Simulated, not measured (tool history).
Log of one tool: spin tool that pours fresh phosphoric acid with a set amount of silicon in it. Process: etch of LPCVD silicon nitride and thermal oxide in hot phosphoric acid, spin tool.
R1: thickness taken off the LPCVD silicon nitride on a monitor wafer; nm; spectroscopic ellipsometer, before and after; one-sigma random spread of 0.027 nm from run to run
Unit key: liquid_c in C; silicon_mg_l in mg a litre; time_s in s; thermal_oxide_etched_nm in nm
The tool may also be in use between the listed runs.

{"run": 1, "hour": 0.0, "liquid_c": 161, "silicon_mg_l": 27, "time_s": 145, "R1": 13.598, "thermal_oxide_etched_nm": 0.22959}
{"run": 2, "hour": 8.8, "liquid_c": 160, "silicon_mg_l": 27.5, "time_s": 125, "R1": 11.318, "thermal_oxide_etched_nm": 0.21432}
{"run": 3, "hour": 14.1, "liquid_c": 159.5, "silicon_mg_l": 31, "time_s": 110, "R1": 9.851, "thermal_oxide_etched_nm": 0.16519}
{"run": 4, "hour": 15.8, "liquid_c": 159, "silicon_mg_l": 33, "time_s": 100, "R1": 8.7391, "thermal_oxide_etched_nm": 0.13409}
{"run": 5, "hour": 20.1, "liquid_c": 158.5, "silicon_mg_l": 34, "time_s": 95, "R1": 8.1593, "thermal_oxide_etched_nm": 0.07908}
{"run": 6, "hour": 26.6, "liquid_c": 158.5, "silicon_mg_l": 34, "time_s": 125, "R1": 10.808, "thermal_oxide_etched_nm": 0.10425}
{"run": 7, "hour": 32.2, "liquid_c": 158.5, "silicon_mg_l": 33, "time_s": 110, "R1": 9.5078, "thermal_oxide_etched_nm": 0.1192}
{"run": 8, "hour": 33.6, "liquid_c": 158.5, "silicon_mg_l": 33, "time_s": 100, "R1": 8.6606, "thermal_oxide_etched_nm": 0.097264}
{"run": 9, "hour": 35.2, "liquid_c": 158.5, "silicon_mg_l": 31.5, "time_s": 95, "R1": 8.1543, "thermal_oxide_etched_nm": 0.10103}
{"run": 10, "hour": 40.0, "liquid_c": 158, "silicon_mg_l": 29, "time_s": 90, "R1": 7.6548, "thermal_oxide_etched_nm": 0.10795}
{"run": 11, "hour": 48.9, "liquid_c": 156.5, "silicon_mg_l": 29.5, "time_s": 70, "R1": 5.6535, "thermal_oxide_etched_nm": 0.072151}
{"run": 12, "hour": 49.5, "liquid_c": 157, "silicon_mg_l": 30, "time_s": 70, "R1": 5.714, "thermal_oxide_etched_nm": 0.069381}

What does the tool deliver on the next run?
{"run": 13, "hour": 55.4, "liquid_c": 157.5, "silicon_mg_l": 30.5, "time_s": 70, "R1": "?", "thermal_oxide_etched_nm": "?"}

{"run 13": {"R1": 5.8394, "thermal_oxide_etched_nm": 0.07862}}
